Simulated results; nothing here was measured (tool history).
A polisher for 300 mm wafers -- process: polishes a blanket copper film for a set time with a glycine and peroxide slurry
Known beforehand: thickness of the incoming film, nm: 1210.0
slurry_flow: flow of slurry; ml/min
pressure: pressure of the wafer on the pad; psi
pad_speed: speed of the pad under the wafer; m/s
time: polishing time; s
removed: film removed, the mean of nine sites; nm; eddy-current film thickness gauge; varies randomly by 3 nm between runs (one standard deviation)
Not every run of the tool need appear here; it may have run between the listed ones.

run  hour  slurry_flow  pressure  pad_speed  time  removed
  1     0          315       2.9        0.8    51   204.08
  2   8.1          315       3.2        0.8    51   223.31
  3   9.6          315       3.4        0.8    51    232.7
  4  14.5          315       3.6        0.8    51   241.02
  5  15.5          315       3.6        0.8    54   254.67
  6  23.2          315       3.6        0.8    51   244.86
  7  27.4          315       3.8        0.8    51   253.96
  8  30.6          315       3.9        0.8    51   265.41

For run 9, what comes out?
  9  38.5          315         4        0.8    51        ?

{"run 9": {"removed": 264.25}}

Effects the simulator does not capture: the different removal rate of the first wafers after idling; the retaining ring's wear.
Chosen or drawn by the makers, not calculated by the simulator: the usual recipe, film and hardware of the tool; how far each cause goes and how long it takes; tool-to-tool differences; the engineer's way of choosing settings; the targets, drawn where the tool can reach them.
